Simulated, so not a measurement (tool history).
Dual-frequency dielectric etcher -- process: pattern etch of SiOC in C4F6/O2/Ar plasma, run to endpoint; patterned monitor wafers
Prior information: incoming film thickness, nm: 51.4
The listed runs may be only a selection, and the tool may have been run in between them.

run	hour	bias power (W)	source power (W)	endpoint time (s)
1	0	413	430	18.782
2	3.4	462	430	18.041
3	8.1	435	430	18.369
4	14.6	435	470	17.634
5	17.8	435	520	16.842
6	25.1	435	560	16.291
7	27	407	550	16.827
8	29.2	383	540	17.415
9	31.6	363	530	17.901
10	32.4	346	520	18.477
11	33.3	332	520	18.71
12	40.5	320	520	19.084
13	49.1	311	520	19.389
14	53.4	304	520	19.369

For run 15, what comes out?
15	59.5	297	520	?

For run 15 the tool returned endpoint time (s) 19.704.
